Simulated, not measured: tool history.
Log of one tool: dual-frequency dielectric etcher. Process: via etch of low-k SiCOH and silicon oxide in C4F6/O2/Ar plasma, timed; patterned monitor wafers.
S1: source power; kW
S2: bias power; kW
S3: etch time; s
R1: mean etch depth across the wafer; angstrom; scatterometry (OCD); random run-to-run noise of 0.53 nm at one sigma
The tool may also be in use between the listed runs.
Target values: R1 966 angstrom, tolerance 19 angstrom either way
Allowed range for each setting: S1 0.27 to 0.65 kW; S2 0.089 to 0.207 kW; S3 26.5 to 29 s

run	hour	S1	S2	S3	R1
1	0	0.46	0.148	29	811.11
2	3.3	0.46	0.169	29	845.33
3	10.3	0.46	0.185	29	860.79
4	15.9	0.39	0.185	29	784.92
5	19.8	0.39	0.174	29	766.29
6	22.1	0.3	0.174	29	653.95
7	28.5	0.33	0.175	29	693.26
8	31.3	0.35	0.176	29	727.12
9	37.4	0.37	0.177	29	756.13
10	43.5	0.39	0.178	29	775.28
11	48.4	0.41	0.179	29	800.28
12	51.9	0.51	0.188	29	910.73
13	54.2	0.54	0.189	29	938.52

Of the 4 settings listed for the next run, only one would bring every result within its allowed miss of target. Which one?
A	56.5	0.59	0.201	29	?
B	56.5	0.64	0.207	28	?
C	56.5	0.61	0.203	29	?
D	56.5	0.64	0.202	27	?

move	R1
A	994.87
B	1007.6
C	1014.1
D	965.56
A: pushes the last run's worst result past its target
B: pushes the last run's worst result past its target
C: pushes the last run's worst result past its target
D: all results land within tolerance of their targets
Move D is the one to make.
